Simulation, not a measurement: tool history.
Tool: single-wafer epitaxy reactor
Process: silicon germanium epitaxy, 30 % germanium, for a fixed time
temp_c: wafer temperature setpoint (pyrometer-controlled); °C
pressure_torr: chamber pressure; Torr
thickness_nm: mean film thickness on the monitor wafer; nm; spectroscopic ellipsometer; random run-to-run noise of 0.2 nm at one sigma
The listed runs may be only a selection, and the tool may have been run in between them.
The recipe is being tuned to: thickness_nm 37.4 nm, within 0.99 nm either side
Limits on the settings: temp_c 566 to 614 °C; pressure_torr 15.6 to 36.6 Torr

| run | hour | temp_c | pressure_torr | thickness_nm |
|---|---|---|---|---|
| 1 | 0 | 590 | 26.1 | 55.304 |
| 2 | 7.5 | 590 | 30.6 | 58.615 |
| 3 | 8.3 | 590 | 26.3 | 56.395 |
| 4 | 13.3 | 587 | 26.1 | 52.846 |
| 5 | 14.3 | 594 | 26.1 | 60.828 |
| 6 | 20.5 | 590 | 25.9 | 55.731 |
| 7 | 24.9 | 578 | 25 | 42.723 |
| 8 | 33.6 | 577 | 25 | 41.466 |
| 9 | 38.4 | 576 | 25 | 41.219 |
| 10 | 39.2 | 575 | 25 | 40.141 |
| 11 | 42.2 | 574 | 25 | 38.6 |

Which one of the following 4 next-run settings gets every result inside its allowed miss? There is exactly one.
| A | 45.2 | 573 | 28 | ? |
| B | 45.2 | 577 | 22.6 | ? |
| C | 45.2 | 571 | 26.8 | ? |
| D | 45.2 | 568 | 27 | ? |

| move | thickness_nm |
|---|---|
| A | 39.618 |
| B | 40.68 |
| C | 37.416 |
| D | 35.069 |
A: further off than the last run
B: further off than the last run
C: meets every target
D: pushes the last run's worst result past its target
So the answer is move C, the one that meets all the targets.
